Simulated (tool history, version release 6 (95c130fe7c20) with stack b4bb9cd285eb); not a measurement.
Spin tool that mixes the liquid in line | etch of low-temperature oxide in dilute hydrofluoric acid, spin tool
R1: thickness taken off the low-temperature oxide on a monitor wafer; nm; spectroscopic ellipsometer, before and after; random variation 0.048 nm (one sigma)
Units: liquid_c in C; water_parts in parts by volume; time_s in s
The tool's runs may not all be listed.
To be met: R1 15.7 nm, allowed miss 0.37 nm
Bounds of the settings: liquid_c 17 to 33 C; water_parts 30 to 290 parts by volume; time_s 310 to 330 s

run 1 hour=0 | liquid_c=25 water_parts=160 time_s=310 | R1=29.008
run 2 hour=7.5 | liquid_c=25 water_parts=160 time_s=330 | R1=30.981
run 3 hour=15.3 | liquid_c=24 water_parts=165 time_s=330 | R1=28.649
run 4 hour=17.1 | liquid_c=24 water_parts=225 time_s=330 | R1=19.683
run 5 hour=23.5 | liquid_c=27 water_parts=225 time_s=330 | R1=22.03
run 6 hour=31.3 | liquid_c=29 water_parts=225 time_s=330 | R1=23.664
run 7 hour=33 | liquid_c=28 water_parts=225 time_s=330 | R1=22.768
run 8 hour=38.8 | liquid_c=27 water_parts=225 time_s=330 | R1=21.88
run 9 hour=39.5 | liquid_c=26 water_parts=225 time_s=330 | R1=21.198
run 10 hour=43.1 | liquid_c=25 water_parts=225 time_s=330 | R1=20.406
run 11 hour=44.7 | liquid_c=21 water_parts=230 time_s=330 | R1=17.218
run 12 hour=47.1 | liquid_c=19.5 water_parts=230 time_s=330 | R1=16.281

Which of these 5 next moves meets every target?
run A hour=49.5 | liquid_c=19.5 water_parts=220 time_s=325 | R1=?
run B hour=49.5 | liquid_c=22 water_parts=225 time_s=310 | R1=?
run C hour=49.5 | liquid_c=17 water_parts=205 time_s=330 | R1=?
run D hour=49.5 | liquid_c=22 water_parts=230 time_s=325 | R1=?
run E hour=49.5 | liquid_c=19 water_parts=230 time_s=325 | R1=?

move=A R1=16.885
move=B R1=17.224
move=C R1=16.921
move=D R1=17.577
move=E R1=15.696
A: further off than the last run
B: further off than the last run
C: further off than the last run
D: further off than the last run
E: meets every target
The right move is E.

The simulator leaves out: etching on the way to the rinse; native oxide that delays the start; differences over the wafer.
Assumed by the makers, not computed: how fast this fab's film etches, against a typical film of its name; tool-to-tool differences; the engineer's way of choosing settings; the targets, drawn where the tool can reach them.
